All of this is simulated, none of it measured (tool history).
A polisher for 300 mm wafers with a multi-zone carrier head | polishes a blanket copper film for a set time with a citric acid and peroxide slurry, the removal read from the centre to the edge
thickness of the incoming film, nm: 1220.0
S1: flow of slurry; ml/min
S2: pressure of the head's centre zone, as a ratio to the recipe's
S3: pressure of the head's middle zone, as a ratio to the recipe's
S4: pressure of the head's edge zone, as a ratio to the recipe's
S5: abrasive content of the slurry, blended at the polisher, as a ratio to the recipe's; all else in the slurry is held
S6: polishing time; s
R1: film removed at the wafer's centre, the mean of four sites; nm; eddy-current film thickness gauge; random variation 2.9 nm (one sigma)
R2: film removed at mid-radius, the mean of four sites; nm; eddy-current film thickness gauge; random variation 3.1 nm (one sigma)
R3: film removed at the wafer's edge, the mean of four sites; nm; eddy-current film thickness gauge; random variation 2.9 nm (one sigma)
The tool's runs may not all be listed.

run,hour,S1,S2,S3,S4,S5,S6,R1,R2,R3
1,0,155,1,1,1,1,61,245.02,239.88,250.91
2,4.4,155,1,1,1,1,70,285.14,284.14,290.84
3,8.4,175,1,1,1,1,70,287.74,278.88,292.51
4,14.8,175,1,1,1.05,1,70,292.44,282.81,303.8
5,19.1,175,1,1,1.05,1,64,267.47,258.32,272.53
6,22.8,175,1,1.04,1.05,1,64,262.7,269.3,273.28

Forecast run 7:
7,30.3,175,1,1.04,1.08,1.1,65,?,?,?

{"run 7": {"R1": 276.94, "R2": 278.76, "R3": 290.58}}
